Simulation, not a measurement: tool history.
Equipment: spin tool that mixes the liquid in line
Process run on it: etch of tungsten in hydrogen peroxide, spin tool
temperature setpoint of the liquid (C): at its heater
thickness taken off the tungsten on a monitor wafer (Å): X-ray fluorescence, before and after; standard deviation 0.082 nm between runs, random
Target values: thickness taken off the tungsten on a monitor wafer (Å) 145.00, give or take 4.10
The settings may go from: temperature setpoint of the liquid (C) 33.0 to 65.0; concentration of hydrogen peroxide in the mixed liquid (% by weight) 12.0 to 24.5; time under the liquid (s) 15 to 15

run,hour,temperature setpoint of the liquid (C),concentration of hydrogen peroxide in the mixed liquid (% by weight),time under the liquid (s),thickness taken off the tungsten on a monitor wafer (Å)
1,0.0,49.0,16.5,15,245.80
2,6.4,54.0,16.5,15,336.94
3,14.6,52.0,16.5,15,300.47
4,15.9,59.0,16.5,15,457.07
5,22.6,59.0,15.5,15,444.08
6,25.3,65.0,15.5,15,621.36
7,28.2,61.0,15.5,15,496.87
# hour 31.5: thermometer replaced
8,31.5,58.0,15.5,15,460.95
9,32.4,55.0,15.5,15,384.90
10,36.1,52.0,15.5,15,323.82
11,44.2,49.5,15.5,15,278.71
12,51.3,47.5,15.5,15,244.76
13,59.9,46.0,15.5,15,222.35
14,64.6,45.0,15.5,15,208.53
15,72.3,44.0,15.5,15,196.26
16,80.0,38.0,15.5,15,134.13

Exactly one of the 5 candidate moves below puts every result within its allowed miss. Which one?
A,87.7,37.5,20.0,15,?
B,87.7,35.0,19.0,15,?
C,87.7,36.0,17.5,15,?
D,87.7,34.0,21.0,15,?
E,87.7,37.5,17.0,15,?

move,thickness taken off the tungsten on a monitor wafer (Å)
A,146.10
B,120.54
C,123.70
D,118.46
E,134.70
A: all results land within tolerance of their targets
B: lands further from the targets than the last run did
C: lands further from the targets than the last run did
D: lands further from the targets than the last run did
E: nearer the targets than the last run, but a result is still out of spec
The right move is A.
